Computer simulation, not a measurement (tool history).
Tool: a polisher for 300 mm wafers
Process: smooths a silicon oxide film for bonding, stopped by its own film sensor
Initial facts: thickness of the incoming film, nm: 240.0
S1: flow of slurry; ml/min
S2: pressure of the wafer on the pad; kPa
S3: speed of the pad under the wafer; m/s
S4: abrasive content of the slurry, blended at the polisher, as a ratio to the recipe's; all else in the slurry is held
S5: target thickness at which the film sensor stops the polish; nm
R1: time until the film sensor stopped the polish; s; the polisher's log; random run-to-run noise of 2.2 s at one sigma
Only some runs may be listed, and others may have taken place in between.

run 1 day=0 | S1=265 S2=13.1 S3=0.88 S4=1 S5=174 | R1=91.216
run 2 day=0.021 | S1=265 S2=15.2 S3=0.88 S4=1 S5=174 | R1=81.437
run 3 day=0.262 | S1=265 S2=12.4 S3=0.84 S4=1 S5=174 | R1=101.07
run 4 day=0.35 | S1=265 S2=11 S3=0.82 S4=1 S5=174 | R1=116.34
run 5 day=0.671 | S1=265 S2=11 S3=0.98 S4=1 S5=174 | R1=105.05
run 6 day=0.888 | S1=265 S2=11 S3=0.84 S4=1 S5=174 | R1=112.25

Run 7 comes next. What will it give?
run 7 day=1.05 | S1=265 S2=11 S3=0.84 S4=1 S5=174 | R1=?

{"run 7": {"R1": 111.49}}

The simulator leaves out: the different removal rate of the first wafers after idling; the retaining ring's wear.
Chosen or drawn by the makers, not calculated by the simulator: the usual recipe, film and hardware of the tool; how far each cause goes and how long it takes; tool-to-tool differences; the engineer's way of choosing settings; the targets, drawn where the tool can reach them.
